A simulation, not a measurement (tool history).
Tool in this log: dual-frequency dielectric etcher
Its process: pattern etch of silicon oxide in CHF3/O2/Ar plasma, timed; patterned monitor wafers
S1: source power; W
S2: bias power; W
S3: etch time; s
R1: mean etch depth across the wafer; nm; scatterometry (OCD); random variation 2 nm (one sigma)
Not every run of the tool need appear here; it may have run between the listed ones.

run	hour	S1	S2	S3	R1
1	0.0	690	139	408.0	769.59
2	3.3	650	134	405.0	735.84
3	5.3	620	131	403.5	717.03
4	12.4	590	129	402.0	697.22
5	16.8	590	129	408.0	711.94
6	19.8	590	149	408.0	756.57
7	25.3	570	143	404.5	732.16
8	30.1	570	143	404.5	733.68
9	32.7	550	138	401.5	707.97

Run 10, settings as shown, results not yet in. Your forecast:
10	41.4	530	135	400.0	?

Logged for run 10: R1 690.16 nm.
